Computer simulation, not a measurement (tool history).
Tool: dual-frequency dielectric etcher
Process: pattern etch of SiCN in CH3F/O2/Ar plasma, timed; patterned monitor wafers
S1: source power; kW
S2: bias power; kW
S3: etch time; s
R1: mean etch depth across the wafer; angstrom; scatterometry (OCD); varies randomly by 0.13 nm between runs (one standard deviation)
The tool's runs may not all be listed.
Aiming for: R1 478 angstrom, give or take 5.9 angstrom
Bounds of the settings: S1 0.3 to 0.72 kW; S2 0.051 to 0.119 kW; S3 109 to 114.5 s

run,hour,S1,S2,S3,R1
1,0,0.51,0.085,109,459.84
2,2.8,0.52,0.085,109,464.66
3,8.2,0.53,0.085,109,468.54
4,15.8,0.47,0.085,109,445.67
5,21.5,0.43,0.085,109,431.3
6,29.5,0.43,0.085,109,432.5
7,35.8,0.47,0.085,109,448.73
8,41.8,0.49,0.085,109,453.12
9,46.1,0.51,0.085,109,460.63
# hour 50.3: wet clean of the chamber
10,50.3,0.52,0.085,109,445.38
11,52.5,0.54,0.089,109,457.87
12,54.6,0.56,0.088,109,463.23
13,63.1,0.58,0.088,109,469.75
14,71.6,0.58,0.088,109,468.45

Which one of the following 5 next-run settings gets every result inside its allowed miss? There is exactly one.
A,80.1,0.55,0.091,114.5,?
B,80.1,0.52,0.095,114.5,?
C,80.1,0.72,0.064,113.5,?
D,80.1,0.49,0.095,113.5,?
E,80.1,0.57,0.09,114,?

move,R1
A,489.85
B,489.03
C,460.19
D,474.08
E,491.86
A: takes the biggest miss from the last run beyond its target
B: takes the biggest miss from the last run beyond its target
C: moves away from the targets compared with the last run
D: in spec on every target
E: takes the biggest miss from the last run beyond its target
The move that meets every target is D.

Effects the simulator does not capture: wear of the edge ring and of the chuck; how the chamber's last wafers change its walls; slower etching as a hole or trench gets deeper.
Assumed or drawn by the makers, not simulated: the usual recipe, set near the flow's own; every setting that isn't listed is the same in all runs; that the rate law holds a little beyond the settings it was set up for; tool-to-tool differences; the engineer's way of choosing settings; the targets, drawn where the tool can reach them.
